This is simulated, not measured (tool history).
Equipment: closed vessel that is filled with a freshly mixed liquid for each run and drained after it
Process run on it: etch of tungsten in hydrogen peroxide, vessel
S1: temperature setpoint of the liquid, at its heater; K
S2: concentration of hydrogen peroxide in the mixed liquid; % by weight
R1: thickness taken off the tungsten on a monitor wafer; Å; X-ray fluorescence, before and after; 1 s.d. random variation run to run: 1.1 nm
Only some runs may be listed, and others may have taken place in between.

Run 1, hour 0.0: S1 330.15 K, S2 17.5 % by weight, time in the liquid (s) 95. Result: R1 1379.8 Å.
Run 2, hour 8.3: S1 333.15 K, S2 17.5 % by weight, time in the liquid (s) 95. Result: R1 1631.7 Å.
Run 3, hour 10.9: S1 331.65 K, S2 17.5 % by weight, time in the liquid (s) 95. Result: R1 1510.6 Å.
Run 4, hour 18.9: S1 334.65 K, S2 17.5 % by weight, time in the liquid (s) 95. Result: R1 1778.3 Å.
Run 5, hour 26.6: S1 332.65 K, S2 17.5 % by weight, time in the liquid (s) 95. Result: R1 1604.6 Å.
Run 6, hour 27.7: S1 332.65 K, S2 17.5 % by weight, time in the liquid (s) 100. Result: R1 1662.5 Å.
Run 7, hour 36.2: S1 331.15 K, S2 17.5 % by weight, time in the liquid (s) 100. Result: R1 1525.9 Å.
Run 8, hour 37.1: S1 330.15 K, S2 17.5 % by weight, time in the liquid (s) 100. Result: R1 1437.5 Å.

The next listed run, before its measurement:
Run 9, hour 43.8: S1 329.15 K, S2 17.5 % by weight, time in the liquid (s) 100. Result: R1 ?.

For run 9 the tool returned R1 1367.0 Å.
